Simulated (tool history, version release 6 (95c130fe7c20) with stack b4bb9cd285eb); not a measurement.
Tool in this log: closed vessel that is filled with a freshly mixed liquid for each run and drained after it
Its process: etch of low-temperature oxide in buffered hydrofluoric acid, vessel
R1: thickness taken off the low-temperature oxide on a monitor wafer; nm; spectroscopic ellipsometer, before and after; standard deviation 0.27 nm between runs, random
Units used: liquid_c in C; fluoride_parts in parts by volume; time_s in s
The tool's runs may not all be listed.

{"run": 1, "day": 0.0, "liquid_c": 23.0, "fluoride_parts": 12.0, "time_s": 35, "R1": 97.805}
{"run": 2, "day": 0.204, "liquid_c": 22.0, "fluoride_parts": 12.0, "time_s": 35, "R1": 92.714}
{"run": 3, "day": 0.246, "liquid_c": 24.0, "fluoride_parts": 12.0, "time_s": 35, "R1": 103.37}
{"run": 4, "day": 0.629, "liquid_c": 24.0, "fluoride_parts": 9.5, "time_s": 35, "R1": 126.49}
{"run": 5, "day": 0.775, "liquid_c": 22.5, "fluoride_parts": 9.5, "time_s": 35, "R1": 117.76}
{"run": 6, "day": 1.1, "liquid_c": 21.0, "fluoride_parts": 10.0, "time_s": 35, "R1": 104.79}
{"run": 7, "day": 1.258, "liquid_c": 20.0, "fluoride_parts": 10.5, "time_s": 35, "R1": 94.447}
{"run": 8, "day": 1.538, "liquid_c": 19.5, "fluoride_parts": 10.5, "time_s": 35, "R1": 91.254}
{"run": 9, "day": 1.908, "liquid_c": 19.0, "fluoride_parts": 10.5, "time_s": 35, "R1": 88.913}
{"run": 10, "day": 1.988, "liquid_c": 18.5, "fluoride_parts": 10.5, "time_s": 35, "R1": 86.462}
{"run": 11, "day": 2.354, "liquid_c": 18.0, "fluoride_parts": 10.5, "time_s": 35, "R1": 84.477}

Estimate the outcome of run 12 from the log above:
{"run": 12, "day": 2.446, "liquid_c": 17.5, "fluoride_parts": 11.0, "time_s": 35, "R1": "?"}

{"run 12": {"R1": 77.985}}
